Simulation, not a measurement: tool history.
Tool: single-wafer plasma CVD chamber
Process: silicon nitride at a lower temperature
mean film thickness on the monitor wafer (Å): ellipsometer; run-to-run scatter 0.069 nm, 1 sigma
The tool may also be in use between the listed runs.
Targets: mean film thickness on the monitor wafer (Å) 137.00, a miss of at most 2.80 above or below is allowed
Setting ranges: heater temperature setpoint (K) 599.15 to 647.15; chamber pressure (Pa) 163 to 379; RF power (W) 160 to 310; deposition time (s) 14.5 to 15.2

run    day  heater temperature setpoint (K)  chamber pressure (Pa)  RF power (W)  deposition time (s)  mean film thickness on the monitor wafer (Å)
  1  0.000                           623.15                    271           235                 15.2                                        164.51
  2  0.329                           623.15                    261           230                 15.2                                        161.91
  3  0.392                           623.15                    261           210                 15.2                                        150.25
  4  0.446                           623.15                    253           210                 15.2                                        148.83
     0.742  -- thermocouple changed; heater temperature recalibrated
  5  0.742                           623.15                    245           210                 15.2                                        146.64
  6  0.808                           623.15                    208           210                 15.2                                        142.25
  7  0.838                           623.15                    204           210                 15.2                                        143.34
  8  1.121                           623.15                    201           210                 15.2                                        141.68
  9  1.175                           623.15                    199           210                 15.2                                        141.20

Which one of the following 5 next-run settings gets every result inside its allowed miss? There is exactly one.
  A  1.229                           631.15                    232           220                 14.6                                             ?
  B  1.229                           628.15                    191           220                 15.2                                             ?
  C  1.229                           622.15                    168           220                 14.7                                             ?
  D  1.229                           631.15                    209           210                 15.1                                             ?
  E  1.229                           623.15                    209           220                 14.8                                             ?

move  mean film thickness on the monitor wafer (Å)
   A                                        145.20
   B                                        146.14
   C                                        138.60
   D                                        142.07
   E                                        144.90
A: the biggest miss grows against the last run
B: the biggest miss grows against the last run
C: all results in spec
D: the biggest miss grows against the last run
E: the biggest miss grows against the last run
The right move is C.
